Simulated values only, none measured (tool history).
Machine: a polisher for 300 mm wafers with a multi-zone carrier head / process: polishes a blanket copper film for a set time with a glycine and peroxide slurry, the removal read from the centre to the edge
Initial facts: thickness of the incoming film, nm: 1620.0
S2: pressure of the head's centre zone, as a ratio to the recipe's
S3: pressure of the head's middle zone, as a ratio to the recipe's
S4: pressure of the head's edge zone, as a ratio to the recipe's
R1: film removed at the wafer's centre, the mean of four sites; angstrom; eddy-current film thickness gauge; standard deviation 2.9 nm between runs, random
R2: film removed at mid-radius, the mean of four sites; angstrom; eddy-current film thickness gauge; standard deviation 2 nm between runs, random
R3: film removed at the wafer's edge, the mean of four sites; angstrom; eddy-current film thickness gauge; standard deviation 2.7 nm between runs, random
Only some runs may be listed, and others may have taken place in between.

Run 1, hour 0.0: flow of slurry (ml/min) 300, S2 1.00, S3 1.00, S4 1.00, polishing time (s) 63. Result: R1 3148.1 angstrom, R2 3071.7 angstrom, R3 3172.1 angstrom.
Run 2, hour 0.9: flow of slurry (ml/min) 300, S2 1.00, S3 1.00, S4 1.00, polishing time (s) 72. Result: R1 3604.1 angstrom, R2 3585.7 angstrom, R3 3634.4 angstrom.
Run 3, hour 3.1: flow of slurry (ml/min) 300, S2 1.00, S3 0.93, S4 1.00, polishing time (s) 72. Result: R1 3631.5 angstrom, R2 3330.1 angstrom, R3 3564.1 angstrom.
Run 4, hour 11.3: flow of slurry (ml/min) 300, S2 1.00, S3 0.93, S4 1.00, polishing time (s) 79. Result: R1 4046.0 angstrom, R2 3700.1 angstrom, R3 3939.8 angstrom.
Run 5, hour 17.0: flow of slurry (ml/min) 350, S2 1.00, S3 0.93, S4 1.00, polishing time (s) 79. Result: R1 3988.8 angstrom, R2 3747.7 angstrom, R3 4039.8 angstrom.
Run 6, hour 22.1: flow of slurry (ml/min) 335, S2 0.99, S3 0.89, S4 1.00, polishing time (s) 75. Result: R1 3803.1 angstrom, R2 3428.6 angstrom, R3 3773.7 angstrom.
Run 7, hour 23.7: flow of slurry (ml/min) 320, S2 0.98, S3 0.86, S4 1.01, polishing time (s) 71. Result: R1 3537.0 angstrom, R2 3216.4 angstrom, R3 3567.0 angstrom.

Predict the results of run 8:
Run 8, hour 31.8: flow of slurry (ml/min) 320, S2 0.98, S3 0.86, S4 1.01, polishing time (s) 71. Result: R1 ?, R2 ?, R3 ?.

Run 8 measured R1 3611.9 angstrom, R2 3190.2 angstrom, R3 3629.4 angstrom.

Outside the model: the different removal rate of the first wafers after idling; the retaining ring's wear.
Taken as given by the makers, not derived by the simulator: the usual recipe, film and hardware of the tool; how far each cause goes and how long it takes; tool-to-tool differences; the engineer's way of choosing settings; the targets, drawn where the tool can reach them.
